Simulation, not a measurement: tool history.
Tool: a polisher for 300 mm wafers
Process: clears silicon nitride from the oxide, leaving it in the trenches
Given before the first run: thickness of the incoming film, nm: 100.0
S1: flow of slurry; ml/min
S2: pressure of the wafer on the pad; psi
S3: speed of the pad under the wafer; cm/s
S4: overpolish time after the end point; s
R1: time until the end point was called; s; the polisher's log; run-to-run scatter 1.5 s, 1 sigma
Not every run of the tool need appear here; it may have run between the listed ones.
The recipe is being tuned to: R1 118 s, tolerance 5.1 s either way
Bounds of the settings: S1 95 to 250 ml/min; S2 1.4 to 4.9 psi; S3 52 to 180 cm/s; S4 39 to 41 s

Run 1, hour 0: S1 160 ml/min, S2 3.1 psi, S3 116 cm/s, S4 39 s. Result: R1 74.034 s.
Run 2, hour 7.2: S1 160 ml/min, S2 2.7 psi, S3 114 cm/s, S4 39 s. Result: R1 83.388 s.
Run 3, hour 13.9: S1 160 ml/min, S2 2.3 psi, S3 112 cm/s, S4 39 s. Result: R1 97.231 s.
Run 4, hour 21.2: S1 160 ml/min, S2 2.3 psi, S3 122 cm/s, S4 39 s. Result: R1 89.331 s.
Run 5, hour 27.1: S1 160 ml/min, S2 2.3 psi, S3 106 cm/s, S4 39 s. Result: R1 103.67 s.
Run 6, hour 29.3: S1 160 ml/min, S2 2.2 psi, S3 106 cm/s, S4 39 s. Result: R1 104.3 s.
Run 7, hour 38.3: S1 160 ml/min, S2 2.1 psi, S3 106 cm/s, S4 39 s. Result: R1 108.85 s.
Run 8, hour 44.9: S1 160 ml/min, S2 2 psi, S3 106 cm/s, S4 39 s. Result: R1 112.91 s.

Next run, 4 choices. One meets every target within its allowed miss, the rest don't. Which?
Run A, hour 51.5: S1 150 ml/min, S2 2.1 psi, S3 98 cm/s, S4 39 s. Result: R1 ?.
Run B, hour 51.5: S1 195 ml/min, S2 1.8 psi, S3 116 cm/s, S4 41 s. Result: R1 ?.
Run C, hour 51.5: S1 135 ml/min, S2 2.2 psi, S3 112 cm/s, S4 39 s. Result: R1 ?.
Run D, hour 51.5: S1 185 ml/min, S2 2 psi, S3 106 cm/s, S4 39 s. Result: R1 ?.

move      R1
   A  117.53
   B  106.75
   C  101.95
   D  108.95
A: every result within its allowed miss
B: moves away from the targets compared with the last run
C: moves away from the targets compared with the last run
D: moves away from the targets compared with the last run
The right move is A.

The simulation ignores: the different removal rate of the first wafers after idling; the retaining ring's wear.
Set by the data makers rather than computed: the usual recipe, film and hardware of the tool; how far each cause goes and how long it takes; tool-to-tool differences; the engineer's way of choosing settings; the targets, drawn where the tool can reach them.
